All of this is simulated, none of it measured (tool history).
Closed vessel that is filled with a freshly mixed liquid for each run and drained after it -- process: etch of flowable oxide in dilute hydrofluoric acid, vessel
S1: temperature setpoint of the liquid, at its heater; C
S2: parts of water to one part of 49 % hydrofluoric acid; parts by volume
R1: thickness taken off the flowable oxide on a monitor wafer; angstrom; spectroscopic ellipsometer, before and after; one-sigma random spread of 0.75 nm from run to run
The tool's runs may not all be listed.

Run 1, hour 0.0: S1 24.0 C, S2 175 parts by volume, time in the liquid (s) 95. Result: R1 260.61 angstrom.
Run 2, hour 8.0: S1 24.0 C, S2 175 parts by volume, time in the liquid (s) 95. Result: R1 263.28 angstrom.
Run 3, hour 9.3: S1 24.0 C, S2 130 parts by volume, time in the liquid (s) 95. Result: R1 362.51 angstrom.
Run 4, hour 13.8: S1 24.0 C, S2 130 parts by volume, time in the liquid (s) 100. Result: R1 390.10 angstrom.
Run 5, hour 19.1: S1 22.5 C, S2 130 parts by volume, time in the liquid (s) 100. Result: R1 364.40 angstrom.
Run 6, hour 23.5: S1 22.5 C, S2 130 parts by volume, time in the liquid (s) 95. Result: R1 346.64 angstrom.
At hour 32.2: thermometer replaced.
Run 7, hour 32.2: S1 22.5 C, S2 130 parts by volume, time in the liquid (s) 95. Result: R1 322.35 angstrom.
Run 8, hour 34.4: S1 24.0 C, S2 120 parts by volume, time in the liquid (s) 95. Result: R1 375.38 angstrom.
Run 9, hour 36.3: S1 25.0 C, S2 105 parts by volume, time in the liquid (s) 95. Result: R1 450.65 angstrom.

Run 10 has not been measured yet. What should we expect?
Run 10, hour 41.9: S1 26.0 C, S2 100 parts by volume, time in the liquid (s) 95. Result: R1 ?.

Run 10 came out at R1 502.57 angstrom.
